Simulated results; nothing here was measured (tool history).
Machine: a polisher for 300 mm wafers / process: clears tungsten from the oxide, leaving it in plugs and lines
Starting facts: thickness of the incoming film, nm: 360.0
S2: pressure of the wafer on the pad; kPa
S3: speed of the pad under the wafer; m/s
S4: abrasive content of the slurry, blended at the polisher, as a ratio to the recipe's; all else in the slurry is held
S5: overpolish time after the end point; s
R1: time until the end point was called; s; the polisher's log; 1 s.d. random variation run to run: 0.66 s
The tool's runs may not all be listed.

{"run": 1, "day": 0.0, "flow of slurry (ml/min)": 220, "S2": 26.9, "S3": 1.26, "S4": 1, "S5": 9, "R1": 67.753}
{"run": 2, "day": 0.292, "flow of slurry (ml/min)": 220, "S2": 26.9, "S3": 1.04, "S4": 1, "S5": 9, "R1": 80.135}
{"run": 3, "day": 0.479, "flow of slurry (ml/min)": 220, "S2": 29.6, "S3": 1.06, "S4": 1, "S5": 9, "R1": 74.193}
{"run": 4, "day": 0.521, "flow of slurry (ml/min)": 220, "S2": 29.6, "S3": 1.06, "S4": 1, "S5": 9, "R1": 73.065}
{"run": 5, "day": 0.579, "flow of slurry (ml/min)": 220, "S2": 32.4, "S3": 1.08, "S4": 1, "S5": 9, "R1": 66.616}
{"run": 6, "day": 0.867, "flow of slurry (ml/min)": 270, "S2": 32.4, "S3": 1.08, "S4": 1, "S5": 9, "R1": 63.849}
{"run": 7, "day": 1.208, "flow of slurry (ml/min)": 270, "S2": 34.5, "S3": 1.08, "S4": 1, "S5": 9, "R1": 59.969}
{"run": 8, "day": 1.317, "flow of slurry (ml/min)": 270, "S2": 35.9, "S3": 1.08, "S4": 1, "S5": 9, "R1": 56.838}
{"run": 9, "day": 1.346, "flow of slurry (ml/min)": 270, "S2": 36.5, "S3": 1.08, "S4": 1, "S5": 9, "R1": 57.414}
{"run": 10, "day": 1.475, "flow of slurry (ml/min)": 270, "S2": 37.2, "S3": 1.08, "S4": 1, "S5": 9, "R1": 56.31}
{"run": 11, "day": 1.575, "flow of slurry (ml/min)": 270, "S2": 37.2, "S3": 1.08, "S4": 1, "S5": 9, "R1": 56.252}

For run 12, what comes out?
{"run": 12, "day": 1.904, "flow of slurry (ml/min)": 270, "S2": 37.9, "S3": 1.08, "S4": 1, "S5": 9, "R1": "?"}

R1: 55.257 s
